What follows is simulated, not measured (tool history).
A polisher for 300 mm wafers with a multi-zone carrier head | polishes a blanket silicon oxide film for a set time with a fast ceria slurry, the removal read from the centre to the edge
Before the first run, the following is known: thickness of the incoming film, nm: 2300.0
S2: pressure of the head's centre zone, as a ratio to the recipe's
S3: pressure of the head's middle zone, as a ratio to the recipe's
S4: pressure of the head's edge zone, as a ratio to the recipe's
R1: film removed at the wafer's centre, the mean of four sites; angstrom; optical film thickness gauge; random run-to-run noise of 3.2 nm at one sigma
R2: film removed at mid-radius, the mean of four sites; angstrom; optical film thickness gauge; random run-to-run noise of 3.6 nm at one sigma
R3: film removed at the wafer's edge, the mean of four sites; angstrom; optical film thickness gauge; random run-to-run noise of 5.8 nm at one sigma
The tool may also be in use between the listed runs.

{"run": 1, "hour": 0.0, "flow of slurry (ml/min)": 135, "S2": 1.0, "S3": 1.0, "S4": 1.0, "polishing time (s)": 36, "R1": 5946.2, "R2": 5932.5, "R3": 5905.0}
{"run": 2, "hour": 5.4, "flow of slurry (ml/min)": 160, "S2": 1.0, "S3": 1.0, "S4": 1.0, "polishing time (s)": 36, "R1": 6164.1, "R2": 6148.8, "R3": 6068.6}
{"run": 3, "hour": 12.2, "flow of slurry (ml/min)": 160, "S2": 0.97, "S3": 1.0, "S4": 1.0, "polishing time (s)": 36, "R1": 6037.1, "R2": 6039.8, "R3": 6100.3}
{"run": 4, "hour": 19.8, "flow of slurry (ml/min)": 145, "S2": 0.95, "S3": 0.97, "S4": 0.99, "polishing time (s)": 36, "R1": 5714.4, "R2": 5937.0, "R3": 6063.7}
{"run": 5, "hour": 20.4, "flow of slurry (ml/min)": 135, "S2": 0.95, "S3": 0.97, "S4": 0.99, "polishing time (s)": 36, "R1": 5656.8, "R2": 5824.2, "R3": 5949.6}
{"run": 6, "hour": 23.3, "flow of slurry (ml/min)": 125, "S2": 0.95, "S3": 0.93, "S4": 0.98, "polishing time (s)": 36, "R1": 5510.3, "R2": 5592.8, "R3": 5732.4}
{"run": 7, "hour": 28.0, "flow of slurry (ml/min)": 115, "S2": 0.95, "S3": 0.9, "S4": 1.0, "polishing time (s)": 36, "R1": 5336.0, "R2": 5379.0, "R3": 5762.8}

Estimate the outcome of run 8 from the log above:
{"run": 8, "hour": 33.8, "flow of slurry (ml/min)": 110, "S2": 0.95, "S3": 0.88, "S4": 1.0, "polishing time (s)": 36, "R1": "?", "R2": "?", "R3": "?"}

R1: 5263.3 angstrom
R2: 5173.0 angstrom
R3: 5786.0 angstrom
